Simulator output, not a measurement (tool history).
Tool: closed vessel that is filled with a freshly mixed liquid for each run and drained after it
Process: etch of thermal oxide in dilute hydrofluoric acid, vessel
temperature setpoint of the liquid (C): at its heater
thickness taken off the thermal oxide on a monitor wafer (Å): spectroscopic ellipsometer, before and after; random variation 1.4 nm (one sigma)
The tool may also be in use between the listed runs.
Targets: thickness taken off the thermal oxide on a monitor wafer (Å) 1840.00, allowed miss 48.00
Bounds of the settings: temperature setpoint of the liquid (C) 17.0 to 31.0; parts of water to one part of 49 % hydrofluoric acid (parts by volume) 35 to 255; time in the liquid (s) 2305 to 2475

run  hour  temperature setpoint of the liquid (C)  parts of water to one part of 49 % hydrofluoric acid (parts by volume)  time in the liquid (s)  thickness taken off the thermal oxide on a monitor wafer (Å)
  1   0.0                                    23.0                                                                     145                    2305                                                        661.01
  2   3.7                                    23.0                                                                     145                    2305                                                        667.01
  3   6.5                                    23.0                                                                     180                    2305                                                        507.46
  4   8.1                                    24.0                                                                     165                    2305                                                        595.21
  5  17.6                                    24.0                                                                     165                    2475                                                        641.28
  6  22.5                                    27.5                                                                     165                    2475                                                        725.35
  7  29.7                                    28.0                                                                     155                    2475                                                        808.24
  8  31.0                                    28.5                                                                     145                    2475                                                        890.48
  9  37.4                                    29.0                                                                     135                    2475                                                        982.16
 10  39.4                                    29.0                                                                     125                    2475                                                       1064.50
 11  47.5                                    29.0                                                                     120                    2475                                                       1119.90
 12  55.4                                    29.0                                                                     115                    2475                                                       1161.40
 13  57.4                                    29.0                                                                     110                    2475                                                       1254.80
 14  60.2                                    29.0                                                                     105                    2475                                                       1283.70
 15  69.9                                    29.0                                                                     105                    2475                                                       1314.70
     76.4  -- hydrofluoric acid flow meter replaced
 16  76.4                                    29.0                                                                     100                    2475                                                       1511.00
 17  85.6                                    30.0                                                                      90                    2475                                                       1745.30

Which of these 5 next moves meets every target?
  A  94.8                                    26.0                                                                      75                    2440                                                             ?
  B  94.8                                    28.0                                                                      75                    2455                                                             ?
  C  94.8                                    30.5                                                                      80                    2345                                                             ?
  D  94.8                                    28.0                                                                      85                    2415                                                             ?
  E  94.8                                    30.0                                                                      80                    2440                                                             ?

move  thickness taken off the thermal oxide on a monitor wafer (Å)
   A                                                       1827.30
   B                                                       1989.00
   C                                                       1947.00
   D                                                       1702.50
   E                                                       1987.70
A: meets every target
B: takes the result that was furthest off past its target
C: takes the result that was furthest off past its target
D: further off than the last run
E: takes the result that was furthest off past its target
The right move is A.
